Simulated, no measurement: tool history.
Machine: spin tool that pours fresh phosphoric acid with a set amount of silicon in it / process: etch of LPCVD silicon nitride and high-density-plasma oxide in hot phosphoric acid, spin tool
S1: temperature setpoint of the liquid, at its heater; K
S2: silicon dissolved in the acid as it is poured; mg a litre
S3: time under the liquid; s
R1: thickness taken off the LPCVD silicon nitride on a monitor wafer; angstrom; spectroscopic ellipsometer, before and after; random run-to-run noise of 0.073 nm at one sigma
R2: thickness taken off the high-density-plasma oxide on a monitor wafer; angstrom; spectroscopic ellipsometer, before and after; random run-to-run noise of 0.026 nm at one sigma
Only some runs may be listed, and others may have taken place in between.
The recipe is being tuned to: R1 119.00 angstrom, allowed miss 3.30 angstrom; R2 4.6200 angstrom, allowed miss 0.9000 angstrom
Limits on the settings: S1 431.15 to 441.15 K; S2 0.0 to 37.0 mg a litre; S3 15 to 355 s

Run 1, day 0.000: S1 436.15 K, S2 16.0 mg a litre, S3 180 s. Result: R1 141.67 angstrom, R2 5.4514 angstrom.
Run 2, day 0.050: S1 436.15 K, S2 16.0 mg a litre, S3 240 s. Result: R1 189.15 angstrom, R2 6.7438 angstrom.
Run 3, day 0.092: S1 436.15 K, S2 16.0 mg a litre, S3 275 s. Result: R1 217.10 angstrom, R2 8.7157 angstrom.
Run 4, day 0.454: S1 435.15 K, S2 14.0 mg a litre, S3 240 s. Result: R1 184.85 angstrom, R2 7.4256 angstrom.
Run 5, day 0.550: S1 436.65 K, S2 14.0 mg a litre, S3 240 s. Result: R1 194.02 angstrom, R2 8.3465 angstrom.
Run 6, day 0.758: S1 435.65 K, S2 13.5 mg a litre, S3 215 s. Result: R1 167.07 angstrom, R2 7.2202 angstrom.
Run 7, day 0.817: S1 435.15 K, S2 14.0 mg a litre, S3 200 s. Result: R1 154.05 angstrom, R2 5.9653 angstrom.
Run 8, day 0.967: S1 435.15 K, S2 13.5 mg a litre, S3 185 s. Result: R1 140.14 angstrom, R2 5.4364 angstrom.

Exercise: of the 5 proposed moves below, exactly one satisfies all targets within the stated allowed misses. Which move is it?
Run A, day 1.117: S1 436.65 K, S2 17.5 mg a litre, S3 195 s. Result: R1 ?, R2 ?.
Run B, day 1.117: S1 433.65 K, S2 31.5 mg a litre, S3 255 s. Result: R1 ?, R2 ?.
Run C, day 1.117: S1 435.15 K, S2 14.0 mg a litre, S3 155 s. Result: R1 ?, R2 ?.
Run D, day 1.117: S1 435.15 K, S2 2.0 mg a litre, S3 165 s. Result: R1 ?, R2 ?.
Run E, day 1.117: S1 432.65 K, S2 30.0 mg a litre, S3 180 s. Result: R1 ?, R2 ?.

move      R1      R2
   A  156.54  5.4546
   B  185.25  3.5863
   C  118.39  4.2477
   D  126.03  5.8451
   E  126.45  2.5008
A: its largest miss is bigger than the last run's
B: its largest miss is bigger than the last run's
C: in spec on every target
D: gains on the last run, yet a result remains outside its allowed miss
E: gains on the last run, yet a result remains outside its allowed miss
The move that meets every target is C.
